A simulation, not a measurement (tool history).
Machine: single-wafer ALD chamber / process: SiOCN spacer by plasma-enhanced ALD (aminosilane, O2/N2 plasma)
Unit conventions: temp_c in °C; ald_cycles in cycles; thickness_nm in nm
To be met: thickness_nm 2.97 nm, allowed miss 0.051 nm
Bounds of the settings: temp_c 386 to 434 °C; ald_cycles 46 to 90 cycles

run	day	temp_c	ald_cycles	thickness_nm
1	0	410	68	3.4753
2	0.208	416	68	3.3957
3	0.238	418	67	3.324
4	0.388	411	67	3.4035
5	0.554	413	66	3.3335
6	0.888	404	66	3.4356
7	1.208	407	65	3.3324
8	1.562	409	64	3.2699
9	1.733	411	63	3.2023
10	1.779	413	63	3.1742
11	2.146	413	63	3.1839
12	2.283	415	63	3.1586

Of the 5 settings listed for the next run, only one would bring every result within its allowed miss of target. Which one?
A	2.421	403	60	?
B	2.421	417	67	?
C	2.421	423	61	?
D	2.421	425	65	?
E	2.421	415	62	?

move	thickness_nm
A	3.1402
B	3.3376
C	2.9728
D	3.1443
E	3.1109
A: an improvement on the last run, though not all results are within tolerance
B: its largest miss is bigger than the last run's
C: each result inside its tolerance
D: an improvement on the last run, though not all results are within tolerance
E: an improvement on the last run, though not all results are within tolerance
C meets every target.
